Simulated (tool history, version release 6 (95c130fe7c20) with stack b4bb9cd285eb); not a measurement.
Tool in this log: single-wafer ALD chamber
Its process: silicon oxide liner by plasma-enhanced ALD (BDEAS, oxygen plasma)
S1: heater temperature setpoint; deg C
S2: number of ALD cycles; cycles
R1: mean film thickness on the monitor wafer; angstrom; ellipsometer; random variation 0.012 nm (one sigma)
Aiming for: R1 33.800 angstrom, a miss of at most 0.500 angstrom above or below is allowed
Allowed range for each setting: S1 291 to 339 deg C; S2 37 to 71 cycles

run,hour,S1,S2,R1
1,0.0,315,54,44.954
2,4.5,317,48,39.890
3,10.1,317,53,44.017
4,18.0,318,48,39.638
5,22.1,321,46,37.845
6,26.8,321,52,42.760
7,35.2,323,48,39.553
8,38.6,323,45,36.908
9,41.2,325,44,35.955
10,50.2,327,43,35.180
11,52.1,327,43,34.920
12,53.4,329,43,35.018
13,55.5,329,43,35.189
14,58.8,329,43,35.224
15,65.6,331,40,32.407

Below are 5 possible settings for the next run. Only one of them brings all results inside the allowed miss of their targets. Which is it?
A,72.4,329,40,?
B,72.4,314,38,?
C,72.4,338,44,?
D,72.4,332,37,?
E,72.4,338,42,?

move,R1
A,32.805
B,31.943
C,35.545
D,30.193
E,33.929
A: nearer the targets than the last run, but a result is still out of spec
B: moves away from the targets compared with the last run
C: takes the biggest miss from the last run beyond its target
D: moves away from the targets compared with the last run
E: in spec on every target
E is the move that brings every result within its allowed miss.
